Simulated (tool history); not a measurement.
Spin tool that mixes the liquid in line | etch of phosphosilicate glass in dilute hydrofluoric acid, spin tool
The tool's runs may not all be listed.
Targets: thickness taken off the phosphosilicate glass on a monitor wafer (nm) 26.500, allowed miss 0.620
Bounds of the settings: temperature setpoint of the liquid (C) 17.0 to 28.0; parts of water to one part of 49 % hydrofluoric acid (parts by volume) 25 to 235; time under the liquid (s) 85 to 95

run	hour	temperature setpoint of the liquid (C)	parts of water to one part of 49 % hydrofluoric acid (parts by volume)	time under the liquid (s)	thickness taken off the phosphosilicate glass on a monitor wafer (nm)
1	0.0	20.0	130	85	33.882
2	5.4	19.5	135	85	31.773
3	14.1	19.0	135	85	31.243
4	17.8	18.5	135	85	30.449
5	21.6	20.5	135	85	32.949
6	25.0	22.0	135	85	35.118
7	28.0	21.0	135	85	33.671
8	34.9	20.0	135	85	32.472
9	41.5	19.5	135	85	31.836
10	49.6	19.0	135	85	31.169
11	55.6	18.5	135	85	30.525

Which of these 4 next moves meets every target?
A	61.6	19.0	145	85	?
B	61.6	19.5	165	85	?
C	61.6	18.0	140	85	?
D	61.6	17.0	145	85	?

move	thickness taken off the phosphosilicate glass on a monitor wafer (nm)
A	28.630
B	25.151
C	28.619
D	26.391
A: nearer than the last run, and not there yet
B: takes the result that was furthest off past its target
C: nearer than the last run, and not there yet
D: meets every target
Answer: D
